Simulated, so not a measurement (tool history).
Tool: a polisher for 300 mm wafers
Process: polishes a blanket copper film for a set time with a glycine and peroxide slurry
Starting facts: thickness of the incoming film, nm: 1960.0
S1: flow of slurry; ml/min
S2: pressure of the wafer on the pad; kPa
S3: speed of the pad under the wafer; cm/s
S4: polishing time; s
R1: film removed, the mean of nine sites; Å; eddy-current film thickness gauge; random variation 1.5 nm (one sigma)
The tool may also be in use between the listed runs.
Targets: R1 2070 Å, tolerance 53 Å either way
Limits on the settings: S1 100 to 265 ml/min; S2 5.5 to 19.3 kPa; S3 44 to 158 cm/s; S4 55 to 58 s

run	hour	S1	S2	S3	S4	R1
1	0	170	12.4	100	55	1679.9
2	5.8	180	13.1	100	55	1806.6
3	11.2	200	13.1	100	55	1798.1
4	13.4	200	13.8	100	55	1864.1
5	15.7	200	11.7	100	55	1678.6
6	16.4	200	11.7	74	55	1351.6
7	22.7	230	15.2	76	55	1667.9
8	29.1	230	16.5	76	55	1760.8
9	33.8	230	17.2	78	55	1841.6
10	42.1	230	17.9	78	55	1900.7
11	44.9	230	18.6	78	55	1967.4

Below are 4 possible settings for the next run. Only one of them brings all results inside the allowed miss of their targets. Which is it?
A	47.7	250	19.3	74	58	?
B	47.7	265	15.9	82	55	?
C	47.7	215	17.9	76	55	?
D	47.7	220	18.6	74	55	?

move	R1
A	2071.2
B	1848.5
C	1870.3
D	1888.5
A: every result lands within tolerance
B: lands further from the targets than the last run did
C: lands further from the targets than the last run did
D: lands further from the targets than the last run did
A meets every target.
